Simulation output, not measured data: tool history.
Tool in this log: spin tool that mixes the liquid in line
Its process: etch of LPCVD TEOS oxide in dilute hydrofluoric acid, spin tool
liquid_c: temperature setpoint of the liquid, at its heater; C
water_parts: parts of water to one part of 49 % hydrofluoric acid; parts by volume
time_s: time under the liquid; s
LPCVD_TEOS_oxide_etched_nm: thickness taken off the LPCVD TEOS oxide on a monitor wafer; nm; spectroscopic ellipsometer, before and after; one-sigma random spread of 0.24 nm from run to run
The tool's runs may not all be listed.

run 1 hour=0.0 | liquid_c=23.0 water_parts=160 time_s=105 | LPCVD_TEOS_oxide_etched_nm=11.3190
run 2 hour=1.5 | liquid_c=23.0 water_parts=185 time_s=105 | LPCVD_TEOS_oxide_etched_nm=9.3388
run 3 hour=2.5 | liquid_c=23.0 water_parts=145 time_s=105 | LPCVD_TEOS_oxide_etched_nm=12.4860
run 4 hour=5.0 | liquid_c=25.5 water_parts=145 time_s=105 | LPCVD_TEOS_oxide_etched_nm=13.8660
run 5 hour=9.5 | liquid_c=27.0 water_parts=145 time_s=105 | LPCVD_TEOS_oxide_etched_nm=14.5550
run 6 hour=13.8 | liquid_c=28.0 water_parts=120 time_s=105 | LPCVD_TEOS_oxide_etched_nm=19.0210
run 7 hour=19.3 | liquid_c=29.0 water_parts=110 time_s=105 | LPCVD_TEOS_oxide_etched_nm=21.6840
run 8 hour=26.2 | liquid_c=31.0 water_parts=85 time_s=105 | LPCVD_TEOS_oxide_etched_nm=31.7890
run 9 hour=34.2 | liquid_c=28.5 water_parts=85 time_s=105 | LPCVD_TEOS_oxide_etched_nm=28.4350
-- hour=41.2 thermometer replaced
run 10 hour=41.2 | liquid_c=28.0 water_parts=85 time_s=105 | LPCVD_TEOS_oxide_etched_nm=29.6740

Expected results for the next run?
run 11 hour=42.6 | liquid_c=28.0 water_parts=85 time_s=105 | LPCVD_TEOS_oxide_etched_nm=?

LPCVD_TEOS_oxide_etched_nm: 30.0150 nm

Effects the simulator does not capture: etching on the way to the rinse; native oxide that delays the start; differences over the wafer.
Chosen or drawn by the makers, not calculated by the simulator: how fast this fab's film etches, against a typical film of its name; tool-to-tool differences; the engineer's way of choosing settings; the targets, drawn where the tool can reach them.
